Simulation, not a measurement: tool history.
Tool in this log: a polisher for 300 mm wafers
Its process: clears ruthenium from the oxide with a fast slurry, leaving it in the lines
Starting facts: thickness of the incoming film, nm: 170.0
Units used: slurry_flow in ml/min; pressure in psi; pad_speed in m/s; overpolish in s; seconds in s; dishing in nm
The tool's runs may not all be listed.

run,hour,slurry_flow,pressure,pad_speed,slurry_solids,overpolish,seconds,dishing
1,0,315,3.2,1.02,1,26,33.872,100.98
2,5,315,3.2,1.02,1,36,33.918,128.5
3,6.5,315,3.2,1.02,0.85,36,36.638,118.75
4,7.8,315,3.2,1.12,0.85,36,33.32,127.63
5,13.9,315,3.2,1.12,0.7,36,36.547,124.08
6,21.8,315,3,1.12,0.7,36,39.01,113.15

Estimate the outcome of run 7 from the log above:
7,28.6,315,2.9,1.12,0.7,36,?,?

For run 7 the tool returned seconds 40.129 s, dishing 114.11 nm.

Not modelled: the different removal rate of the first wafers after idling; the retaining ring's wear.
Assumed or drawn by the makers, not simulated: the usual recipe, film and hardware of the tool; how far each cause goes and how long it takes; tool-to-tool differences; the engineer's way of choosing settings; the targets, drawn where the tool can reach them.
